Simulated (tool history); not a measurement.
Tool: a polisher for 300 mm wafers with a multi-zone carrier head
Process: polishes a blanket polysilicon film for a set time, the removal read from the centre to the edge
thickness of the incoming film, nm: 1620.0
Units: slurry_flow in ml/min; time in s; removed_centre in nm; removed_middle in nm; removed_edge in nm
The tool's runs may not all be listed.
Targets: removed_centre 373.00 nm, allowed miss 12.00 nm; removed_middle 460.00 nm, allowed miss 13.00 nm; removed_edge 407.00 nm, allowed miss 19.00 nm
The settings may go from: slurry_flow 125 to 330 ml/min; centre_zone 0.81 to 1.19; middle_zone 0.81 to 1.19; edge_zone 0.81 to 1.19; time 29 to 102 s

run  hour  slurry_flow  centre_zone  middle_zone  edge_zone  time  removed_centre  removed_middle  removed_edge
  1   0.0          210         1.00         1.00       1.00    65          408.75          392.52        384.63
  2   0.8          220         0.96         1.05       1.02    65          399.18          415.41        391.23
  3   2.0          220         0.96         1.05       1.09    65          398.50          410.98        408.46
  4   4.2          220         0.87         1.05       1.09    65          358.83          416.82        405.87
  5  12.2          235         0.87         1.07       1.08    65          359.37          423.09        410.60
  6  16.0          240         0.88         1.10       1.06    65          370.58          432.96        403.27
  7  24.4          245         0.87         1.12       1.06    65          360.95          438.62        396.55
  8  26.5          250         0.87         1.13       1.07    65          365.41          444.88        418.57
     28.0  -- centre zone pressure recalibrated
  9  28.0          250         0.87         1.14       1.05    65          340.44          448.81        400.31

4 next moves are on the table. One of them brings every result within its allowed miss. Which?
  A  29.5          230         1.07         1.12       0.93    63               ?               ?             ?
  B  29.5          290         1.01         1.15       1.04    65               ?               ?             ?
  C  29.5          240         0.82         1.12       1.11    68               ?               ?             ?
  D  29.5          225         0.98         1.19       1.10    65               ?               ?             ?

move  removed_centre  removed_middle  removed_edge
   A          401.95          422.33        371.15
   B          402.09          456.83        411.31
   C          333.54          458.54        438.23
   D          378.68          458.06        414.30
A: takes the result that was furthest off past its target
B: takes the result that was furthest off past its target
C: further off than the last run
D: meets every target
Move D is the one to make.
